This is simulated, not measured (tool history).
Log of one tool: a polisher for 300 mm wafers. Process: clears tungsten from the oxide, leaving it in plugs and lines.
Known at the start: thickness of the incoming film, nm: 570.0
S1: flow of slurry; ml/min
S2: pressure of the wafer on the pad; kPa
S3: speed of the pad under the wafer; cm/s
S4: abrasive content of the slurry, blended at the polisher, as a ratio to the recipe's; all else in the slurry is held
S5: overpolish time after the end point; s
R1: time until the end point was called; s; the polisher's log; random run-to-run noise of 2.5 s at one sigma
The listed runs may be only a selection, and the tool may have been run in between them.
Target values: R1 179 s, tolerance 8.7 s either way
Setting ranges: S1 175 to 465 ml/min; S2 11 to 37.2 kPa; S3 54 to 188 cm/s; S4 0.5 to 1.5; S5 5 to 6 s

run 1 hour=0 | S1=295 S2=24.1 S3=120 S4=1 S5=6 | R1=131.83
run 2 hour=3 | S1=295 S2=24.1 S3=120 S4=1 S5=5 | R1=127.9
run 3 hour=5.3 | S1=295 S2=22.8 S3=120 S4=1 S5=5 | R1=138.87
run 4 hour=9.8 | S1=295 S2=22.8 S3=120 S4=1 S5=5 | R1=137.54
run 5 hour=18.8 | S1=295 S2=22.8 S3=130 S4=1 S5=5 | R1=128.45
run 6 hour=19.3 | S1=295 S2=22.8 S3=130 S4=0.85 S5=5 | R1=137.95
run 7 hour=20.6 | S1=295 S2=15.9 S3=126 S4=0.85 S5=5 | R1=196.45
run 8 hour=24.2 | S1=295 S2=16.5 S3=126 S4=0.85 S5=5 | R1=190.09

Consider the 4 candidate settings below. Which is the only one whose results all fall within their allowed miss of target?
run A hour=27.8 | S1=315 S2=19.3 S3=104 S4=1.1 S5=5 | R1=?
run B hour=27.8 | S1=180 S2=15.9 S3=122 S4=1.1 S5=5 | R1=?
run C hour=27.8 | S1=335 S2=20 S3=98 S4=0.85 S5=6 | R1=?
run D hour=27.8 | S1=225 S2=14.5 S3=134 S4=0.95 S5=5 | R1=?

move=A R1=180.55
move=B R1=201.04
move=C R1=200.47
move=D R1=202.8
A: each result inside its tolerance
B: moves away from the targets compared with the last run
C: moves away from the targets compared with the last run
D: moves away from the targets compared with the last run
Answer: A
